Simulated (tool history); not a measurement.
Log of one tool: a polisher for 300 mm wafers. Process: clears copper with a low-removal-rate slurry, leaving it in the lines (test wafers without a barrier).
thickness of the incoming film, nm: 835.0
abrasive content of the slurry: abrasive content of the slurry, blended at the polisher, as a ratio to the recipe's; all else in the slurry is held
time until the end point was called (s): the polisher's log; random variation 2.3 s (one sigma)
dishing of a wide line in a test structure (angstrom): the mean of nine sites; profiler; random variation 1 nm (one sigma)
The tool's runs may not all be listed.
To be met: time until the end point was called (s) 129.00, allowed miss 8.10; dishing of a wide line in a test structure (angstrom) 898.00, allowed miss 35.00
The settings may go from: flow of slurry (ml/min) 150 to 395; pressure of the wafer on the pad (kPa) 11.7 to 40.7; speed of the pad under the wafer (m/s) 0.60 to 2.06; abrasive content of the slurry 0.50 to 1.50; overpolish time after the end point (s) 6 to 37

run	hour	flow of slurry (ml/min)	pressure of the wafer on the pad (kPa)	speed of the pad under the wafer (m/s)	abrasive content of the slurry	overpolish time after the end point (s)	time until the end point was called (s)	dishing of a wide line in a test structure (angstrom)
1	0.0	250	26.2	1.32	1.00	19	191.49	528.04
2	4.2	250	29.0	1.32	1.00	20	167.34	588.01
3	8.9	250	29.6	1.34	1.00	22	163.46	637.04
4	17.8	250	29.6	1.34	1.20	22	152.47	672.46
5	24.2	250	29.6	1.34	1.20	25	152.77	740.66
6	31.7	250	30.3	1.34	1.20	26	156.09	773.28
7	34.3	250	31.7	1.34	1.20	26	152.00	795.62
8	42.4	250	33.1	1.34	1.20	26	142.34	826.74

Which of these 4 next moves meets every target?
A	50.5	270	34.5	1.52	1.50	23	?	?
B	50.5	270	40.7	1.22	1.15	26	?	?
C	50.5	265	40.0	1.30	1.40	18	?	?
D	50.5	240	35.9	1.36	1.20	23	?	?

move	time until the end point was called (s)	dishing of a wide line in a test structure (angstrom)
A	111.43	895.34
B	128.41	898.95
C	115.82	749.41
D	129.82	813.69
A: brings the result that was furthest off to its target, and leaves another outside
B: meets every target
C: further off than the last run
D: further off than the last run
Move B is the one to make.

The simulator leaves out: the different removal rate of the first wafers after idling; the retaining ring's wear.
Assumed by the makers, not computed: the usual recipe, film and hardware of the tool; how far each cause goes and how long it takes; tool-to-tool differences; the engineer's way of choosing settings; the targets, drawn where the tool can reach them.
